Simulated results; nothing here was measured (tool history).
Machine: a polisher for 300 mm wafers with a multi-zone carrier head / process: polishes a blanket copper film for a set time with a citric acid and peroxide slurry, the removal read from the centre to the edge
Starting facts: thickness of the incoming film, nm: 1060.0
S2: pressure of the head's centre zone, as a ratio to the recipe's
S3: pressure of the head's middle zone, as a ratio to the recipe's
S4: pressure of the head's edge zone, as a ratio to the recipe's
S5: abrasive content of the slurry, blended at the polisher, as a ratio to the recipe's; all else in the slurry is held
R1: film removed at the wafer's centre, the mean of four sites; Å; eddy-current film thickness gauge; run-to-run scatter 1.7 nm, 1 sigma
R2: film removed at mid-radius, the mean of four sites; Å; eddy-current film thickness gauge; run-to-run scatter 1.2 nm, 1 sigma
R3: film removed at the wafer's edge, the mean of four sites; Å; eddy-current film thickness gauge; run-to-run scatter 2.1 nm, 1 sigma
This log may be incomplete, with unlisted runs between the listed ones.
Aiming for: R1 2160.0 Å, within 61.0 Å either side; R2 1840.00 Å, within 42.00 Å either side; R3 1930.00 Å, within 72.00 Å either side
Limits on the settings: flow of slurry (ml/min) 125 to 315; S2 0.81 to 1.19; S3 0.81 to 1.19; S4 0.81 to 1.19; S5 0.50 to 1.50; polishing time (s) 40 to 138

{"run": 1, "hour": 0.0, "flow of slurry (ml/min)": 205, "S2": 1.0, "S3": 1.0, "S4": 1.0, "S5": 1.0, "polishing time (s)": 88, "R1": 1434.3, "R2": 1302.2, "R3": 1280.8}
{"run": 2, "hour": 2.4, "flow of slurry (ml/min)": 205, "S2": 1.0, "S3": 1.0, "S4": 1.0, "S5": 1.0, "polishing time (s)": 67, "R1": 1095.2, "R2": 976.26, "R3": 966.85}
{"run": 3, "hour": 9.8, "flow of slurry (ml/min)": 210, "S2": 1.02, "S3": 1.0, "S4": 1.03, "S5": 1.1, "polishing time (s)": 74, "R1": 1262.1, "R2": 1117.1, "R3": 1103.5}
{"run": 4, "hour": 14.1, "flow of slurry (ml/min)": 210, "S2": 1.02, "S3": 0.92, "S4": 1.03, "S5": 1.1, "polishing time (s)": 74, "R1": 1271.5, "R2": 1047.5, "R3": 1100.9}
{"run": 5, "hour": 18.8, "flow of slurry (ml/min)": 210, "S2": 1.03, "S3": 0.93, "S4": 1.06, "S5": 1.2, "polishing time (s)": 80, "R1": 1401.8, "R2": 1166.1, "R3": 1230.3}
{"run": 6, "hour": 23.6, "flow of slurry (ml/min)": 210, "S2": 1.04, "S3": 0.94, "S4": 1.08, "S5": 1.25, "polishing time (s)": 85, "R1": 1523.8, "R2": 1248.7, "R3": 1328.1}
{"run": 7, "hour": 26.9, "flow of slurry (ml/min)": 215, "S2": 1.04, "S3": 0.95, "S4": 1.1, "S5": 1.3, "polishing time (s)": 89, "R1": 1600.7, "R2": 1356.5, "R3": 1444.5}
{"hour": 34.4, "done": "centre zone pressure recalibrated"}
{"run": 8, "hour": 34.4, "flow of slurry (ml/min)": 220, "S2": 1.05, "S3": 0.96, "S4": 1.12, "S5": 1.35, "polishing time (s)": 92, "R1": 1567.2, "R2": 1415.8, "R3": 1540.7}
{"run": 9, "hour": 40.4, "flow of slurry (ml/min)": 225, "S2": 1.07, "S3": 0.96, "S4": 1.11, "S5": 1.4, "polishing time (s)": 95, "R1": 1656.0, "R2": 1489.7, "R3": 1559.3}
{"run": 10, "hour": 41.8, "flow of slurry (ml/min)": 220, "S2": 1.09, "S3": 0.96, "S4": 1.11, "S5": 1.4, "polishing time (s)": 99, "R1": 1802.9, "R2": 1523.7, "R3": 1629.6}

Exactly one of the 4 candidate moves below puts every result within its allowed miss. Which one?
{"run": "A", "hour": 43.2, "flow of slurry (ml/min)": 270, "S2": 1.12, "S3": 1.01, "S4": 1.09, "S5": 1.2, "polishing time (s)": 120, "R1": "?", "R2": "?", "R3": "?"}
{"run": "B", "hour": 43.2, "flow of slurry (ml/min)": 275, "S2": 1.01, "S3": 0.93, "S4": 1.19, "S5": 1.45, "polishing time (s)": 117, "R1": "?", "R2": "?", "R3": "?"}
{"run": "C", "hour": 43.2, "flow of slurry (ml/min)": 210, "S2": 1.02, "S3": 0.99, "S4": 1.19, "S5": 1.35, "polishing time (s)": 121, "R1": "?", "R2": "?", "R3": "?"}
{"run": "D", "hour": 43.2, "flow of slurry (ml/min)": 200, "S2": 1.12, "S3": 0.97, "S4": 1.08, "S5": 1.4, "polishing time (s)": 119, "R1": "?", "R2": "?", "R3": "?"}

move=A R1=2189.7 R2=1901.20 R3=1926.00
move=B R1=2023.5 R2=1818.70 R3=2066.30
move=C R1=2012.8 R2=1893.00 R3=2053.60
move=D R1=2179.3 R2=1836.10 R3=1931.90
A: takes the result that was furthest off past its target
B: meets the target for the result that was furthest off, but another lies outside its allowed miss
C: takes the result that was furthest off past its target
D: every result within its allowed miss
Answer: D
